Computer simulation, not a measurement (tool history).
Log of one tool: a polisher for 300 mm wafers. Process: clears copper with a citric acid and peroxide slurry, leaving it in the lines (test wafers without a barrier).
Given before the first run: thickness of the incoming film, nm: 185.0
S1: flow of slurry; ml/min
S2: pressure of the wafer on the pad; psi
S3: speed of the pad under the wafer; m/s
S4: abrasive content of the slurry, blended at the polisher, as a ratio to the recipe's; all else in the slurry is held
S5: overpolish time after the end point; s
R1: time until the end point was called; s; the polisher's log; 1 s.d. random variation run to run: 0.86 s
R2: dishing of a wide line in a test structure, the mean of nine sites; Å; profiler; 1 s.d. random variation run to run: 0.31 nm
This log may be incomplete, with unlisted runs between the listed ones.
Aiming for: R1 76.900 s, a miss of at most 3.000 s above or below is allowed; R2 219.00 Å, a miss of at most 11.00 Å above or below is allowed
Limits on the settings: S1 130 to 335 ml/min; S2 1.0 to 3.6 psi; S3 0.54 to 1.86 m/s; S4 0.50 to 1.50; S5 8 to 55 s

run 1 hour=0.0 | S1=215 S2=2.3 S3=1.18 S4=1.00 S5=28 | R1=97.035 R2=318.49
run 2 hour=1.0 | S1=215 S2=2.7 S3=1.18 S4=1.00 S5=28 | R1=83.435 R2=359.29
run 3 hour=3.4 | S1=245 S2=2.7 S3=1.18 S4=1.00 S5=28 | R1=82.949 R2=376.51
run 4 hour=9.2 | S1=245 S2=2.4 S3=1.18 S4=1.00 S5=28 | R1=93.855 R2=332.26
run 5 hour=13.6 | S1=245 S2=2.4 S3=1.18 S4=1.00 S5=26 | R1=95.733 R2=318.25
run 6 hour=21.4 | S1=245 S2=2.4 S3=1.02 S4=1.00 S5=26 | R1=104.960 R2=292.19
run 7 hour=26.8 | S1=240 S2=2.5 S3=1.02 S4=1.00 S5=24 | R1=101.550 R2=277.31
run 8 hour=27.5 | S1=240 S2=2.6 S3=1.02 S4=1.00 S5=22 | R1=95.138 R2=267.97
run 9 hour=28.6 | S1=250 S2=3.1 S3=1.02 S4=1.00 S5=9 | R1=81.014 R2=137.70
run 10 hour=36.7 | S1=240 S2=2.8 S3=1.22 S4=1.00 S5=18 | R1=78.770 R2=268.39
run 11 hour=41.3 | S1=240 S2=2.8 S3=1.20 S4=1.00 S5=18 | R1=78.297 R2=257.09
run 12 hour=42.9 | S1=235 S2=2.9 S3=1.16 S4=1.00 S5=16 | R1=77.854 R2=241.31
run 13 hour=48.8 | S1=235 S2=2.9 S3=1.14 S4=1.00 S5=15 | R1=82.247 R2=227.00
-- hour=51.8 worn pad replaced by a new one
run 14 hour=51.8 | S1=240 S2=2.9 S3=1.14 S4=1.00 S5=15 | R1=69.522 R2=253.23

Which one of the following 5 next-run settings gets every result inside its allowed miss? There is exactly one.
run A hour=54.8 | S1=285 S2=2.7 S3=1.00 S4=1.05 S5=17 | R1=? R2=?
run B hour=54.8 | S1=245 S2=2.8 S3=0.90 S4=1.05 S5=18 | R1=? R2=?
run C hour=54.8 | S1=240 S2=2.5 S3=1.20 S4=1.10 S5=14 | R1=? R2=?
run D hour=54.8 | S1=305 S2=2.9 S3=0.96 S4=1.10 S5=16 | R1=? R2=?
run E hour=54.8 | S1=230 S2=2.7 S3=1.10 S4=0.95 S5=20 | R1=? R2=?

move=A R1=81.779 R2=248.34
move=B R1=86.599 R2=248.73
move=C R1=77.601 R2=217.71
move=D R1=77.668 R2=247.06
move=E R1=78.840 R2=296.40
A: gains on the last run, yet a result remains outside its allowed miss
B: no nearer and no further than the last run
C: every result within its allowed miss
D: gains on the last run, yet a result remains outside its allowed miss
E: moves away from the targets compared with the last run
Move C is the one to make.
